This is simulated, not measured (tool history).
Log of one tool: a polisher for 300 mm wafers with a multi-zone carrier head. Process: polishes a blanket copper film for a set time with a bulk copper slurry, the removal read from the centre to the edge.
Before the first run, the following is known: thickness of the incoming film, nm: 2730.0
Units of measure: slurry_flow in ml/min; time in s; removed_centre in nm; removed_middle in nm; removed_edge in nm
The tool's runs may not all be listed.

run 1 hour=0 | slurry_flow=295 centre_zone=1 middle_zone=1 edge_zone=1 slurry_solids=1 time=36 | removed_centre=325.77 removed_middle=332.32 removed_edge=334.31
run 2 hour=2.3 | slurry_flow=305 centre_zone=1.03 middle_zone=1.04 edge_zone=1.02 slurry_solids=1.1 time=36 | removed_centre=348.42 removed_middle=351.51 removed_edge=341.98
run 3 hour=10.8 | slurry_flow=305 centre_zone=1.03 middle_zone=1.07 edge_zone=1.02 slurry_solids=1.1 time=36 | removed_centre=342.23 removed_middle=367.18 removed_edge=343.08
run 4 hour=13.2 | slurry_flow=310 centre_zone=1.06 middle_zone=1.09 edge_zone=1.05 slurry_solids=1.2 time=36 | removed_centre=362.62 removed_middle=364.92 removed_edge=346.73
run 5 hour=19 | slurry_flow=315 centre_zone=1.06 middle_zone=1.11 edge_zone=1.05 slurry_solids=1.25 time=37 | removed_centre=375.79 removed_middle=393.46 removed_edge=368.95
run 6 hour=26.3 | slurry_flow=325 centre_zone=1.07 middle_zone=1.13 edge_zone=1.05 slurry_solids=1.3 time=37 | removed_centre=384.1 removed_middle=400.66 removed_edge=367.21

For run 7, what comes out?
run 7 hour=31.7 | slurry_flow=330 centre_zone=1.08 middle_zone=1.14 edge_zone=1.05 slurry_solids=1.35 time=37 | removed_centre=? removed_middle=? removed_edge=?

{"run 7": {"removed_centre": 389.54, "removed_middle": 415.74, "removed_edge": 362.95}}

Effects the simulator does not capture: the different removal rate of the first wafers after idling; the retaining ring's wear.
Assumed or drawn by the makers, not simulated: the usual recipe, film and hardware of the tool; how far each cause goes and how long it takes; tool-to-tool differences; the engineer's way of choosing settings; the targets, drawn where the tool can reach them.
